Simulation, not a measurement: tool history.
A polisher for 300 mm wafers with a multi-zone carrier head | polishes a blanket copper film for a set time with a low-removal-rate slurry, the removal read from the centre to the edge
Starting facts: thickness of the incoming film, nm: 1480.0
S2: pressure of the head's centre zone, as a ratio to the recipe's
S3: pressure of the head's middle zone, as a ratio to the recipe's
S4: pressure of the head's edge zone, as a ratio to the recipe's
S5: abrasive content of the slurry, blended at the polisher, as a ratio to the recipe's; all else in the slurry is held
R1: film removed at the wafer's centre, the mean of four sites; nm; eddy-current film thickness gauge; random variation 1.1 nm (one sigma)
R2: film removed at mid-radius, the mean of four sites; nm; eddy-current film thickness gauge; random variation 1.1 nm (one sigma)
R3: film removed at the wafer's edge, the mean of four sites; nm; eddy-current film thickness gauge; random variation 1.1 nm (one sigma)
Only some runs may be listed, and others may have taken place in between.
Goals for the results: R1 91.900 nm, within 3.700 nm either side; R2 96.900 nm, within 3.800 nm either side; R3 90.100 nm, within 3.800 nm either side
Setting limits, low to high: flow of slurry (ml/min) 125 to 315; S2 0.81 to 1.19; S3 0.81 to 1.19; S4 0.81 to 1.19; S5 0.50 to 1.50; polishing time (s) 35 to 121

{"run": 1, "hour": 0.0, "flow of slurry (ml/min)": 205, "S2": 1.0, "S3": 1.0, "S4": 1.0, "S5": 1.0, "polishing time (s)": 78, "R1": 164.13, "R2": 171.47, "R3": 165.26}
{"run": 2, "hour": 5.4, "flow of slurry (ml/min)": 205, "S2": 1.0, "S3": 1.0, "S4": 1.07, "S5": 1.0, "polishing time (s)": 78, "R1": 166.63, "R2": 170.24, "R3": 170.45}
{"run": 3, "hour": 10.4, "flow of slurry (ml/min)": 205, "S2": 1.06, "S3": 1.0, "S4": 1.07, "S5": 1.0, "polishing time (s)": 78, "R1": 175.42, "R2": 171.42, "R3": 167.69}
{"run": 4, "hour": 18.8, "flow of slurry (ml/min)": 205, "S2": 1.06, "S3": 1.0, "S4": 1.02, "S5": 1.0, "polishing time (s)": 78, "R1": 174.01, "R2": 173.21, "R3": 166.12}
{"run": 5, "hour": 20.0, "flow of slurry (ml/min)": 205, "S2": 1.06, "S3": 1.0, "S4": 1.08, "S5": 1.0, "polishing time (s)": 78, "R1": 173.24, "R2": 168.96, "R3": 170.76}
{"run": 6, "hour": 23.5, "flow of slurry (ml/min)": 205, "S2": 1.06, "S3": 1.0, "S4": 1.08, "S5": 0.9, "polishing time (s)": 78, "R1": 171.25, "R2": 164.91, "R3": 167.72}
{"run": 7, "hour": 27.2, "flow of slurry (ml/min)": 205, "S2": 1.05, "S3": 1.01, "S4": 1.04, "S5": 0.8, "polishing time (s)": 68, "R1": 144.93, "R2": 143.49, "R3": 136.76}
{"run": 8, "hour": 29.6, "flow of slurry (ml/min)": 200, "S2": 1.02, "S3": 1.0, "S4": 1.02, "S5": 0.7, "polishing time (s)": 63, "R1": 125.94, "R2": 126.31, "R3": 123.65}
{"run": 9, "hour": 37.9, "flow of slurry (ml/min)": 200, "S2": 1.01, "S3": 1.0, "S4": 0.99, "S5": 0.65, "polishing time (s)": 59, "R1": 114.48, "R2": 116.55, "R3": 113.67}
{"run": 10, "hour": 38.5, "flow of slurry (ml/min)": 200, "S2": 1.01, "S3": 1.0, "S4": 0.96, "S5": 0.6, "polishing time (s)": 57, "R1": 109.66, "R2": 110.19, "R3": 107.53}
{"run": 11, "hour": 41.1, "flow of slurry (ml/min)": 200, "S2": 1.0, "S3": 1.01, "S4": 0.94, "S5": 0.55, "polishing time (s)": 55, "R1": 102.07, "R2": 105.93, "R3": 97.867}
{"run": 12, "hour": 46.7, "flow of slurry (ml/min)": 195, "S2": 0.99, "S3": 1.0, "S4": 0.92, "S5": 0.55, "polishing time (s)": 55, "R1": 101.0, "R2": 104.43, "R3": 99.532}
{"run": 13, "hour": 50.7, "flow of slurry (ml/min)": 195, "S2": 0.99, "S3": 1.0, "S4": 0.9, "S5": 0.55, "polishing time (s)": 54, "R1": 100.77, "R2": 102.52, "R3": 92.702}
{"run": 14, "hour": 53.4, "flow of slurry (ml/min)": 190, "S2": 0.98, "S3": 0.99, "S4": 0.9, "S5": 0.55, "polishing time (s)": 54, "R1": 97.972, "R2": 100.96, "R3": 94.772}
{"run": 15, "hour": 56.5, "flow of slurry (ml/min)": 185, "S2": 0.97, "S3": 0.99, "S4": 0.89, "S5": 0.55, "polishing time (s)": 54, "R1": 97.589, "R2": 100.77, "R3": 93.398}
{"run": 16, "hour": 60.8, "flow of slurry (ml/min)": 185, "S2": 0.96, "S3": 0.99, "S4": 0.88, "S5": 0.55, "polishing time (s)": 54, "R1": 96.95, "R2": 102.83, "R3": 96.039}
{"run": 17, "hour": 64.8, "flow of slurry (ml/min)": 165, "S2": 0.97, "S3": 0.99, "S4": 0.86, "S5": 0.5, "polishing time (s)": 50, "R1": 86.554, "R2": 90.515, "R3": 84.107}
{"run": 18, "hour": 72.6, "flow of slurry (ml/min)": 175, "S2": 0.97, "S3": 0.99, "S4": 0.87, "S5": 0.5, "polishing time (s)": 50, "R1": 86.373, "R2": 90.084, "R3": 82.446}
{"run": 19, "hour": 76.9, "flow of slurry (ml/min)": 185, "S2": 0.97, "S3": 0.99, "S4": 0.88, "S5": 0.5, "polishing time (s)": 50, "R1": 89.915, "R2": 94.396, "R3": 85.569}
{"run": 20, "hour": 82.6, "flow of slurry (ml/min)": 190, "S2": 0.97, "S3": 0.99, "S4": 0.89, "S5": 0.5, "polishing time (s)": 50, "R1": 90.17, "R2": 90.274, "R3": 85.733}
{"run": 21, "hour": 85.1, "flow of slurry (ml/min)": 190, "S2": 0.97, "S3": 1.0, "S4": 0.9, "S5": 0.5, "polishing time (s)": 50, "R1": 91.831, "R2": 94.021, "R3": 87.172}

Next run, 5 choices. One meets every target within its allowed miss, the rest don't. Which?
{"run": "A", "hour": 87.6, "flow of slurry (ml/min)": 260, "S2": 1.0, "S3": 0.95, "S4": 0.97, "S5": 0.5, "polishing time (s)": 48, "R1": "?", "R2": "?", "R3": "?"}
{"run": "B", "hour": 87.6, "flow of slurry (ml/min)": 165, "S2": 0.9, "S3": 0.92, "S4": 0.81, "S5": 0.5, "polishing time (s)": 55, "R1": "?", "R2": "?", "R3": "?"}
{"run": "C", "hour": 87.6, "flow of slurry (ml/min)": 315, "S2": 1.15, "S3": 1.13, "S4": 0.96, "S5": 0.7, "polishing time (s)": 40, "R1": "?", "R2": "?", "R3": "?"}
{"run": "D", "hour": 87.6, "flow of slurry (ml/min)": 315, "S2": 1.14, "S3": 1.07, "S4": 0.95, "S5": 0.65, "polishing time (s)": 43, "R1": "?", "R2": "?", "R3": "?"}
{"run": "E", "hour": 87.6, "flow of slurry (ml/min)": 225, "S2": 1.0, "S3": 0.91, "S4": 0.91, "S5": 0.5, "polishing time (s)": 48, "R1": "?", "R2": "?", "R3": "?"}

move=A R1=94.264 R2=89.975 R3=88.900
move=B R1=92.549 R2=94.689 R3=89.177
move=C R1=95.249 R2=89.525 R3=79.726
move=D R1=100.220 R2=92.042 R3=84.094
move=E R1=92.347 R2=86.437 R3=85.135
A: brings the last run's worst result on target, with another outside its allowed miss
B: every result lands within tolerance
C: moves away from the targets compared with the last run
D: moves away from the targets compared with the last run
E: moves away from the targets compared with the last run
Answer: B
